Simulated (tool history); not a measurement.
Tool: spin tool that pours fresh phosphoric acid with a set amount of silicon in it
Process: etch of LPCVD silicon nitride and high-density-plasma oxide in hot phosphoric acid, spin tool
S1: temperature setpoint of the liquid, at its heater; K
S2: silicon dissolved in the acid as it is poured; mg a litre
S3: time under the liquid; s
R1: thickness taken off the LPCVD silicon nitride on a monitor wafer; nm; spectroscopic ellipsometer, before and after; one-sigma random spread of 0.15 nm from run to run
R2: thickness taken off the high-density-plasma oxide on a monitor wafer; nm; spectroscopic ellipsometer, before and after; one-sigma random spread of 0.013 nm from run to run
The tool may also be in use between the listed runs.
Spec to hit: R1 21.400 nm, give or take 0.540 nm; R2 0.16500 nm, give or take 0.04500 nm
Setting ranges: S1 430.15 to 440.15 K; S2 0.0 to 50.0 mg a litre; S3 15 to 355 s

run 1 hour=0.0 | S1=435.15 S2=23.5 S3=180 | R1=17.719 R2=0.45791
run 2 hour=2.6 | S1=435.15 S2=23.5 S3=255 | R1=25.070 R2=0.58984
run 3 hour=9.3 | S1=435.15 S2=18.0 S3=255 | R1=25.422 R2=0.79507
run 4 hour=14.5 | S1=433.65 S2=18.0 S3=255 | R1=24.019 R2=0.67920
run 5 hour=20.4 | S1=433.65 S2=18.0 S3=310 | R1=28.877 R2=0.77339
run 6 hour=21.0 | S1=433.15 S2=23.5 S3=305 | R1=28.442 R2=0.74358
run 7 hour=26.7 | S1=435.65 S2=38.5 S3=215 | R1=21.695 R2=0.28578
run 8 hour=31.1 | S1=435.65 S2=41.0 S3=215 | R1=21.643 R2=0.30086
run 9 hour=34.3 | S1=435.65 S2=43.0 S3=215 | R1=21.562 R2=0.24208

Below are 5 possible settings for the next run. Only one of them brings all results inside the allowed miss of their targets. Which is it?
run A hour=37.5 | S1=434.15 S2=50.0 S3=225 | R1=? R2=?
run B hour=37.5 | S1=435.65 S2=50.0 S3=200 | R1=? R2=?
run C hour=37.5 | S1=434.15 S2=22.0 S3=230 | R1=? R2=?
run D hour=37.5 | S1=435.15 S2=33.0 S3=205 | R1=? R2=?
run E hour=37.5 | S1=434.65 S2=33.5 S3=220 | R1=? R2=?

move=A R1=21.416 R2=0.15002
move=B R1=20.012 R2=0.14889
move=C R1=21.892 R2=0.48427
move=D R1=20.174 R2=0.30973
move=E R1=21.292 R2=0.31312
A: meets every target
B: the worst result of the last run now meets its target, but another is out of spec
C: misses by more than the last run did
D: misses by more than the last run did
E: misses by more than the last run did
A is the move that brings every result within its allowed miss.
